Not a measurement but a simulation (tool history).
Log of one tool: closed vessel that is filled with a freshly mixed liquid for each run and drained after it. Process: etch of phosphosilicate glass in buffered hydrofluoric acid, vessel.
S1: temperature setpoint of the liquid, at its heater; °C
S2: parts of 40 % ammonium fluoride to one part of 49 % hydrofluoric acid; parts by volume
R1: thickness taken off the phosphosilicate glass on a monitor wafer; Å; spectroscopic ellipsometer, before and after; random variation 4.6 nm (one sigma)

run 1 hour=0.0 | S1=22.0 S2=13.5 time_in_the_liquid_(s)=90 | R1=3997.5
run 2 hour=6.4 | S1=23.5 S2=12.5 time_in_the_liquid_(s)=90 | R1=4623.5
run 3 hour=14.2 | S1=26.5 S2=12.5 time_in_the_liquid_(s)=90 | R1=5461.3
run 4 hour=16.7 | S1=27.0 S2=11.5 time_in_the_liquid_(s)=90 | R1=6122.5
run 5 hour=18.1 | S1=27.5 S2=11.0 time_in_the_liquid_(s)=90 | R1=6550.1
-- hour=21.4 thermometer replaced
run 6 hour=21.4 | S1=28.0 S2=10.5 time_in_the_liquid_(s)=90 | R1=6226.2
run 7 hour=26.3 | S1=28.5 S2=9.5 time_in_the_liquid_(s)=90 | R1=6941.1
run 8 hour=29.3 | S1=29.0 S2=8.5 time_in_the_liquid_(s)=90 | R1=7786.3

Run 9 comes next. What will it give?
run 9 hour=37.7 | S1=29.0 S2=8.0 time_in_the_liquid_(s)=90 | R1=?

R1: 8410.0 Å
